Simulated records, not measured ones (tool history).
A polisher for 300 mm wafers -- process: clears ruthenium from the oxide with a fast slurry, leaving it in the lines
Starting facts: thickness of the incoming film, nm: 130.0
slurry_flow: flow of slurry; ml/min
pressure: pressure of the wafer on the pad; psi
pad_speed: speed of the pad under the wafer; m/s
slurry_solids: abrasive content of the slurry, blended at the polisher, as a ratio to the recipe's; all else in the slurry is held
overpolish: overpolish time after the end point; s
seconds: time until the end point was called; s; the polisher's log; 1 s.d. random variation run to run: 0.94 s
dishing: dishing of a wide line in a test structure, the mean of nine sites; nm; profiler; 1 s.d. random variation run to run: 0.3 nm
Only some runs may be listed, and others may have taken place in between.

{"run": 1, "day": 0.0, "slurry_flow": 170, "pressure": 2.2, "pad_speed": 0.76, "slurry_solids": 1.0, "overpolish": 16, "seconds": 57.893, "dishing": 29.276}
{"run": 2, "day": 0.3, "slurry_flow": 170, "pressure": 2.2, "pad_speed": 0.76, "slurry_solids": 1.0, "overpolish": 9, "seconds": 56.936, "dishing": 16.933}
{"run": 3, "day": 0.379, "slurry_flow": 170, "pressure": 2.7, "pad_speed": 0.76, "slurry_solids": 1.0, "overpolish": 9, "seconds": 47.472, "dishing": 19.935}
{"run": 4, "day": 0.712, "slurry_flow": 170, "pressure": 2.7, "pad_speed": 0.84, "slurry_solids": 1.0, "overpolish": 9, "seconds": 43.621, "dishing": 21.235}
{"run": 5, "day": 0.767, "slurry_flow": 170, "pressure": 2.5, "pad_speed": 0.84, "slurry_solids": 1.0, "overpolish": 10, "seconds": 47.301, "dishing": 21.829}
{"run": 6, "day": 0.796, "slurry_flow": 170, "pressure": 2.5, "pad_speed": 0.96, "slurry_solids": 1.0, "overpolish": 10, "seconds": 42.67, "dishing": 24.509}
{"run": 7, "day": 1.079, "slurry_flow": 145, "pressure": 1.9, "pad_speed": 0.96, "slurry_solids": 0.95, "overpolish": 18, "seconds": 58.25, "dishing": 30.968}

Estimate the outcome of run 8 from the log above:
{"run": 8, "day": 1.208, "slurry_flow": 145, "pressure": 1.8, "pad_speed": 0.96, "slurry_solids": 0.95, "overpolish": 18, "seconds": "?", "dishing": "?"}

{"run 8": {"seconds": 62.222, "dishing": 30.029}}
